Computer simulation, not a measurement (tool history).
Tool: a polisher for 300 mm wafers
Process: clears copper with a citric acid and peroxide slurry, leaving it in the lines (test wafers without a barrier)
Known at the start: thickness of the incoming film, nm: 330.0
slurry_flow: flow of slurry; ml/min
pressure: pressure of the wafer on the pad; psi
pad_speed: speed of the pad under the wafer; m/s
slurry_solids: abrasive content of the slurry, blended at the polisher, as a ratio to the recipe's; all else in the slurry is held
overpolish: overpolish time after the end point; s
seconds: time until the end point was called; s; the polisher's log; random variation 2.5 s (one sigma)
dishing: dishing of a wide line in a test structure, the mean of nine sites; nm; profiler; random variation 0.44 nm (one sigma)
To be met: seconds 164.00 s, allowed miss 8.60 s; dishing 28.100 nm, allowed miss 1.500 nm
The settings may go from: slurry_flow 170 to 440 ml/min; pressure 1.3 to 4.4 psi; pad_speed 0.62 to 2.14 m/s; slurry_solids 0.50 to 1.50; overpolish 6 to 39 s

run 1 hour=0.0 | slurry_flow=280 pressure=2.8 pad_speed=1.38 slurry_solids=1.00 overpolish=20 | seconds=134.24 dishing=37.231
run 2 hour=5.9 | slurry_flow=280 pressure=2.6 pad_speed=1.38 slurry_solids=1.00 overpolish=19 | seconds=145.02 dishing=34.911
run 3 hour=9.8 | slurry_flow=280 pressure=2.6 pad_speed=1.38 slurry_solids=1.00 overpolish=23 | seconds=147.84 dishing=39.663
run 4 hour=11.5 | slurry_flow=280 pressure=2.6 pad_speed=1.38 slurry_solids=1.00 overpolish=16 | seconds=145.20 dishing=29.681
-- hour=15.6 worn pad replaced by a new one
run 5 hour=15.6 | slurry_flow=280 pressure=2.5 pad_speed=1.38 slurry_solids=1.00 overpolish=16 | seconds=133.39 dishing=32.140
run 6 hour=19.2 | slurry_flow=280 pressure=2.9 pad_speed=1.38 slurry_solids=1.00 overpolish=16 | seconds=118.16 dishing=35.781
run 7 hour=25.1 | slurry_flow=280 pressure=2.7 pad_speed=1.38 slurry_solids=1.00 overpolish=16 | seconds=126.07 dishing=33.214
run 8 hour=29.8 | slurry_flow=280 pressure=1.9 pad_speed=1.34 slurry_solids=1.00 overpolish=19 | seconds=168.38 dishing=30.345

Which of these 4 next moves meets every target?
run A hour=34.5 | slurry_flow=220 pressure=1.9 pad_speed=1.30 slurry_solids=1.15 overpolish=26 | seconds=? dishing=?
run B hour=34.5 | slurry_flow=250 pressure=1.4 pad_speed=1.58 slurry_solids=0.95 overpolish=22 | seconds=? dishing=?
run C hour=34.5 | slurry_flow=230 pressure=2.6 pad_speed=1.14 slurry_solids=0.75 overpolish=17 | seconds=? dishing=?
run D hour=34.5 | slurry_flow=265 pressure=1.8 pad_speed=1.32 slurry_solids=1.05 overpolish=24 | seconds=? dishing=?

move=A seconds=164.58 dishing=38.779
move=B seconds=172.22 dishing=31.938
move=C seconds=161.58 dishing=27.656
move=D seconds=169.46 dishing=35.289
A: further off than the last run
B: further off than the last run
C: meets every target
D: further off than the last run
The right move is C.
